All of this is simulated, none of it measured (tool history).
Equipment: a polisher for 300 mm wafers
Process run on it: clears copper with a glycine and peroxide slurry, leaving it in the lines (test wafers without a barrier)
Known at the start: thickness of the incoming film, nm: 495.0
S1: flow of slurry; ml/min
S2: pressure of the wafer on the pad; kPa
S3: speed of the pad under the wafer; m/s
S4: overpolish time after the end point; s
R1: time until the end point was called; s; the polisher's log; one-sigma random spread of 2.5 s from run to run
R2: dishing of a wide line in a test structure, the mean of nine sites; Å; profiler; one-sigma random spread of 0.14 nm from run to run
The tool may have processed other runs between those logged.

run 1 hour=0 | S1=270 S2=18.6 S3=0.84 S4=8 | R1=92.496 R2=290.7
run 2 hour=8.9 | S1=260 S2=16.5 S3=0.8 S4=7 | R1=103.04 R2=234.78
run 3 hour=17.1 | S1=245 S2=15.2 S3=0.76 S4=6 | R1=115.83 R2=178.7
run 4 hour=24.1 | S1=245 S2=15.2 S3=0.92 S4=6 | R1=99.201 R2=216.26
run 5 hour=32.9 | S1=270 S2=15.2 S3=0.92 S4=6 | R1=99.755 R2=209.74
run 6 hour=38.8 | S1=270 S2=16.5 S3=0.92 S4=6 | R1=92.735 R2=236.97
run 7 hour=42 | S1=245 S2=15.2 S3=0.88 S4=5 | R1=104.66 R2=169.85
run 8 hour=46.1 | S1=225 S2=15.9 S3=0.76 S4=4 | R1=111.92 R2=136.05
run 9 hour=51.5 | S1=210 S2=16.5 S3=0.68 S4=4 | R1=118.84 R2=121.65

Predict the results of run 10:
run 10 hour=58.2 | S1=200 S2=17.2 S3=0.62 S4=4 | R1=? R2=?

{"run 10": {"R1": 125.73, "R2": 117.41}}

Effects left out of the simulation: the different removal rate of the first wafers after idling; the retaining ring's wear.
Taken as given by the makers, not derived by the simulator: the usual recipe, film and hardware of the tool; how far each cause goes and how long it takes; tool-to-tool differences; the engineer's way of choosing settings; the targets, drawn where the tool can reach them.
